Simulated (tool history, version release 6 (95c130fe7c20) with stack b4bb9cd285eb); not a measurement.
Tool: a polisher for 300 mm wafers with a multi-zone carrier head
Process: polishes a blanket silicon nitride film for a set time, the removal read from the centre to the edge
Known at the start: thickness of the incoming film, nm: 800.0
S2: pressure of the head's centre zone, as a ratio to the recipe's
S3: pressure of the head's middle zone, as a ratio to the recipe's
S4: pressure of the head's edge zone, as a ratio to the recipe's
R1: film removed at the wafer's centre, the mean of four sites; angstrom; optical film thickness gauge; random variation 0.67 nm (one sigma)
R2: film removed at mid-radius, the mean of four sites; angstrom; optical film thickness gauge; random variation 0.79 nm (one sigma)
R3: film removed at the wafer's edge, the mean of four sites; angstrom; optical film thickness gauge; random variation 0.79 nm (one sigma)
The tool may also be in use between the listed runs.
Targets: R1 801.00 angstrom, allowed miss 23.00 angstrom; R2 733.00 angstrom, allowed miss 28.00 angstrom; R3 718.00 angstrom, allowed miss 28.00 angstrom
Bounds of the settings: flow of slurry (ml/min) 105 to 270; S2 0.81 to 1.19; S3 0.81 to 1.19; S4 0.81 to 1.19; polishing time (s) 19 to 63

run 1 day=0.000 | flow_of_slurry_(ml/min)=175 S2=1.00 S3=1.00 S4=1.00 polishing_time_(s)=41 | R1=974.82 R2=950.50 R3=996.26
run 2 day=0.150 | flow_of_slurry_(ml/min)=175 S2=1.00 S3=1.00 S4=0.94 polishing_time_(s)=41 | R1=970.75 R2=950.46 R3=963.11
run 3 day=0.475 | flow_of_slurry_(ml/min)=175 S2=1.00 S3=1.00 S4=0.91 polishing_time_(s)=41 | R1=976.16 R2=938.48 R3=951.03
run 4 day=0.679 | flow_of_slurry_(ml/min)=175 S2=1.00 S3=1.00 S4=0.83 polishing_time_(s)=41 | R1=977.18 R2=967.31 R3=893.31
run 5 day=1.042 | flow_of_slurry_(ml/min)=175 S2=0.96 S3=1.00 S4=0.83 polishing_time_(s)=41 | R1=932.00 R2=931.34 R3=896.52
run 6 day=1.142 | flow_of_slurry_(ml/min)=160 S2=0.96 S3=1.00 S4=0.83 polishing_time_(s)=41 | R1=915.06 R2=928.47 R3=897.28
run 7 day=1.321 | flow_of_slurry_(ml/min)=210 S2=1.01 S3=0.96 S4=0.82 polishing_time_(s)=30 | R1=736.64 R2=690.96 R3=677.74
run 8 day=1.450 | flow_of_slurry_(ml/min)=215 S2=1.02 S3=0.97 S4=0.83 polishing_time_(s)=30 | R1=748.26 R2=697.49 R3=675.76
run 9 day=1.750 | flow_of_slurry_(ml/min)=215 S2=1.03 S3=0.97 S4=0.84 polishing_time_(s)=30 | R1=742.25 R2=691.42 R3=685.57
run 10 day=1.958 | flow_of_slurry_(ml/min)=215 S2=1.04 S3=0.98 S4=0.85 polishing_time_(s)=30 | R1=752.43 R2=702.00 R3=688.58
run 11 day=2.188 | flow_of_slurry_(ml/min)=215 S2=1.05 S3=0.98 S4=0.86 polishing_time_(s)=30 | R1=782.65 R2=702.70 R3=686.86

4 next moves are on the table. One of them brings every result within its allowed miss. Which?
run A day=2.417 | flow_of_slurry_(ml/min)=195 S2=0.97 S3=0.98 S4=0.85 polishing_time_(s)=32 | R1=? R2=? R3=?
run B day=2.417 | flow_of_slurry_(ml/min)=190 S2=1.01 S3=0.81 S4=0.99 polishing_time_(s)=33 | R1=? R2=? R3=?
run C day=2.417 | flow_of_slurry_(ml/min)=175 S2=1.09 S3=1.03 S4=0.94 polishing_time_(s)=31 | R1=? R2=? R3=?
run D day=2.417 | flow_of_slurry_(ml/min)=180 S2=1.03 S3=0.94 S4=0.96 polishing_time_(s)=30 | R1=? R2=? R3=?

move=A R1=762.39 R2=759.87 R3=718.20
move=B R1=814.90 R2=666.76 R3=786.69
move=C R1=817.92 R2=756.38 R3=715.69
move=D R1=750.35 R2=680.50 R3=701.31
A: brings the result that was furthest off to its target, and leaves another outside
B: takes the result that was furthest off past its target
C: meets every target
D: brings the result that was furthest off to its target, and leaves another outside
Move C is the one to make.
